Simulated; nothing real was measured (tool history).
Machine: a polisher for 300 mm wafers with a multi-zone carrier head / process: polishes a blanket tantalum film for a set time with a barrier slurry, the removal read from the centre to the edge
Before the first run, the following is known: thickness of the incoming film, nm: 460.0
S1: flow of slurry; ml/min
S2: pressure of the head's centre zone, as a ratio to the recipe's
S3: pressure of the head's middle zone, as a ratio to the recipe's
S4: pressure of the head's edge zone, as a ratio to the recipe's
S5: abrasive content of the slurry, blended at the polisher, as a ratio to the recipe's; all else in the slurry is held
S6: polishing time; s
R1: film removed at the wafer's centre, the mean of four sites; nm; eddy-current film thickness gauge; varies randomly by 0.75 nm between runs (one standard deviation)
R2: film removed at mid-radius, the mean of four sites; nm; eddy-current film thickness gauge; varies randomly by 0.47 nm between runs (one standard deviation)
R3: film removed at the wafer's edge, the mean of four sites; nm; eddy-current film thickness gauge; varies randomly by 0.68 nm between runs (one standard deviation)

run 1 hour=0 | S1=295 S2=1 S3=1 S4=1 S5=1 S6=61 | R1=95.01 R2=95.964 R3=90.476
run 2 hour=1.4 | S1=290 S2=0.99 S3=0.97 S4=0.97 S5=0.9 S6=60 | R1=89.657 R2=89.939 R3=86.788
run 3 hour=2 | S1=290 S2=1 S3=0.96 S4=0.95 S5=0.8 S6=58 | R1=85.651 R2=82.685 R3=79.993
run 4 hour=10.6 | S1=285 S2=0.99 S3=0.95 S4=0.93 S5=0.75 S6=58 | R1=82.103 R2=79.756 R3=76.352
run 5 hour=14.7 | S1=285 S2=0.99 S3=0.88 S4=0.93 S5=0.75 S6=58 | R1=81.826 R2=75.12 R3=77.097
run 6 hour=19.9 | S1=235 S2=0.99 S3=0.88 S4=0.93 S5=0.75 S6=58 | R1=80.776 R2=73.498 R3=75.093
run 7 hour=24.9 | S1=230 S2=0.98 S3=0.88 S4=0.91 S5=0.75 S6=58 | R1=79.668 R2=73.714 R3=75.232
run 8 hour=31.6 | S1=230 S2=0.98 S3=0.88 S4=0.89 S5=0.7 S6=58 | R1=77.392 R2=70.559 R3=72.686
run 9 hour=33.4 | S1=225 S2=0.98 S3=0.89 S4=0.87 S5=0.7 S6=58 | R1=78.436 R2=72.432 R3=72.95
run 10 hour=39.2 | S1=225 S2=0.98 S3=0.89 S4=0.87 S5=0.7 S6=58 | R1=77.293 R2=73.481 R3=71.237

Run 11 comes next. What will it give?
run 11 hour=45 | S1=220 S2=0.98 S3=0.88 S4=0.86 S5=0.7 S6=58 | R1=? R2=? R3=?

Run 11 came out at R1 78.14 nm, R2 72.179 nm, R3 70.91 nm.

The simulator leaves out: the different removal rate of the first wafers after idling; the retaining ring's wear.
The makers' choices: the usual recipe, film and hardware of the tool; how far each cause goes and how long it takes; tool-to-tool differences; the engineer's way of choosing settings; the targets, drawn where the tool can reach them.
